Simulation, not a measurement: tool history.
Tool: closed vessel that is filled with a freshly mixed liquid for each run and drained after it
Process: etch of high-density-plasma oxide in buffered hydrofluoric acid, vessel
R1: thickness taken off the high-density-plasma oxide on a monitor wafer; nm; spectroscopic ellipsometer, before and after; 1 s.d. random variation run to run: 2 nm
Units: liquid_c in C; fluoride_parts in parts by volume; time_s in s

{"run": 1, "hour": 0.0, "liquid_c": 21.0, "fluoride_parts": 16.0, "time_s": 100, "R1": 122.52}
{"run": 2, "hour": 5.9, "liquid_c": 21.0, "fluoride_parts": 16.0, "time_s": 100, "R1": 122.65}
{"run": 3, "hour": 9.6, "liquid_c": 23.0, "fluoride_parts": 15.0, "time_s": 100, "R1": 144.33}
{"run": 4, "hour": 13.5, "liquid_c": 24.5, "fluoride_parts": 14.5, "time_s": 100, "R1": 163.49}
{"run": 5, "hour": 19.9, "liquid_c": 24.5, "fluoride_parts": 14.5, "time_s": 100, "R1": 160.81}
{"run": 6, "hour": 23.3, "liquid_c": 25.5, "fluoride_parts": 14.0, "time_s": 100, "R1": 178.81}

Estimate the outcome of run 7 from the log above:
{"run": 7, "hour": 25.4, "liquid_c": 26.5, "fluoride_parts": 14.0, "time_s": 100, "R1": "?"}

R1: 191.71 nm
